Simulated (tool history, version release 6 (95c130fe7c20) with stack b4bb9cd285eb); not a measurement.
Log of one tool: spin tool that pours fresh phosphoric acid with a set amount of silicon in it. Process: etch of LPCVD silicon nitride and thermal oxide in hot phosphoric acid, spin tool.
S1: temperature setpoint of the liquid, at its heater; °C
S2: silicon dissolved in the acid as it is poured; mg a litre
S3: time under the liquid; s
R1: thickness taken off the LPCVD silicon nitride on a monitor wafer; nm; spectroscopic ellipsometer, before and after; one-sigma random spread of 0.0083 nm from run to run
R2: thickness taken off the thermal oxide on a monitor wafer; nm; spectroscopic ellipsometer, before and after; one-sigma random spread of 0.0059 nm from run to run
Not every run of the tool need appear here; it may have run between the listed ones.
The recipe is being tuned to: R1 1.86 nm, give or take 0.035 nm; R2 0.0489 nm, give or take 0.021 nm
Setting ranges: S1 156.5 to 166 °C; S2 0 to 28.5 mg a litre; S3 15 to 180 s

Run 1, hour 0: S1 161 °C, S2 12.5 mg a litre, S3 90 s. Result: R1 8.0261 nm, R2 0.23894 nm.
Run 2, hour 5.9: S1 161 °C, S2 12.5 mg a litre, S3 70 s. Result: R1 6.3243 nm, R2 0.16158 nm.
Run 3, hour 6.7: S1 159.5 °C, S2 12 mg a litre, S3 55 s. Result: R1 4.6771 nm, R2 0.095714 nm.
Run 4, hour 14.4: S1 158.5 °C, S2 8.5 mg a litre, S3 45 s. Result: R1 3.6959 nm, R2 0.091219 nm.
Run 5, hour 19.3: S1 158.5 °C, S2 12 mg a litre, S3 45 s. Result: R1 3.7022 nm, R2 0.086449 nm.
Run 6, hour 19.9: S1 158 °C, S2 8.5 mg a litre, S3 35 s. Result: R1 2.8247 nm, R2 0.091171 nm.
Run 7, hour 21.3: S1 157.5 °C, S2 8.5 mg a litre, S3 30 s. Result: R1 2.4148 nm, R2 0.054761 nm.
Run 8, hour 23.2: S1 157 °C, S2 6.5 mg a litre, S3 30 s. Result: R1 2.3628 nm, R2 0.066132 nm.
Run 9, hour 32.2: S1 157 °C, S2 6.5 mg a litre, S3 25 s. Result: R1 1.9686 nm, R2 0.04454 nm.
Run 10, hour 36.9: S1 157 °C, S2 6 mg a litre, S3 25 s. Result: R1 1.9543 nm, R2 0.047031 nm.
Run 11, hour 42.2: S1 156.5 °C, S2 6 mg a litre, S3 25 s. Result: R1 1.9277 nm, R2 0.050802 nm.
Run 12, hour 51: S1 156.5 °C, S2 6 mg a litre, S3 20 s. Result: R1 1.5374 nm, R2 0.038703 nm.
Run 13, hour 56.9: S1 157 °C, S2 6 mg a litre, S3 20 s. Result: R1 1.5687 nm, R2 0.039866 nm.
Run 14, hour 61.1: S1 157.5 °C, S2 7.5 mg a litre, S3 20 s. Result: R1 1.5971 nm, R2 0.039358 nm.
Run 15, hour 66.6: S1 157.5 °C, S2 9 mg a litre, S3 20 s. Result: R1 1.5942 nm, R2 0.044305 nm.
Run 16, hour 69.7: S1 160 °C, S2 2 mg a litre, S3 25 s. Result: R1 2.1742 nm, R2 0.072637 nm.
Run 17, hour 78.6: S1 157.5 °C, S2 5.5 mg a litre, S3 25 s. Result: R1 2.0079 nm, R2 0.065214 nm.
Run 18, hour 85.5: S1 156.5 °C, S2 13.5 mg a litre, S3 20 s. Result: R1 1.551 nm, R2 0.033787 nm.
Run 19, hour 87.2: S1 157.5 °C, S2 13 mg a litre, S3 20 s. Result: R1 1.6042 nm, R2 0.029979 nm.
Run 20, hour 93.3: S1 158.5 °C, S2 11.5 mg a litre, S3 20 s. Result: R1 1.6509 nm, R2 0.043557 nm.
Run 21, hour 97.7: S1 158.5 °C, S2 11.5 mg a litre, S3 20 s. Result: R1 1.6507 nm, R2 0.038007 nm.
Run 22, hour 106.6: S1 159 °C, S2 10 mg a litre, S3 20 s. Result: R1 1.6784 nm, R2 0.038665 nm.
Run 23, hour 115.6: S1 159 °C, S2 8.5 mg a litre, S3 20 s. Result: R1 1.6754 nm, R2 0.053088 nm.
Run 24, hour 124.5: S1 158.5 °C, S2 7.5 mg a litre, S3 20 s. Result: R1 1.6659 nm, R2 0.041197 nm.
Run 25, hour 128.3: S1 158.5 °C, S2 7 mg a litre, S3 20 s. Result: R1 1.6505 nm, R2 0.044673 nm.
Run 26, hour 133.7: S1 158.5 °C, S2 7.5 mg a litre, S3 20 s. Result: R1 1.6542 nm, R2 0.044238 nm.
Run 27, hour 137.1: S1 158.5 °C, S2 7 mg a litre, S3 20 s. Result: R1 1.6521 nm, R2 0.042469 nm.
Run 28, hour 139.1: S1 158.5 °C, S2 6.5 mg a litre, S3 20 s. Result: R1 1.6632 nm, R2 0.047647 nm.
Run 29, hour 148: S1 158.5 °C, S2 7 mg a litre, S3 20 s. Result: R1 1.6414 nm, R2 0.032962 nm.

Which single option among these 4 for the next run brings every result within its allowed miss of target? Just one does.
Run A, hour 156.9: S1 156.5 °C, S2 5 mg a litre, S3 20 s. Result: R1 ?, R2 ?.
Run B, hour 156.9: S1 157 °C, S2 1.5 mg a litre, S3 20 s. Result: R1 ?, R2 ?.
Run C, hour 156.9: S1 163.5 °C, S2 17.5 mg a litre, S3 20 s. Result: R1 ?, R2 ?.
Run D, hour 156.9: S1 162 °C, S2 9.5 mg a litre, S3 20 s. Result: R1 ?, R2 ?.

move      R1        R2
   A  1.5395  0.034489
   B   1.566  0.038318
   C  1.9475  0.043453
   D   1.853  0.047243
A: further off than the last run
B: further off than the last run
C: carries the result that was furthest off beyond its target, to the other side
D: hits every target within its allowed miss
The move that meets every target is D.
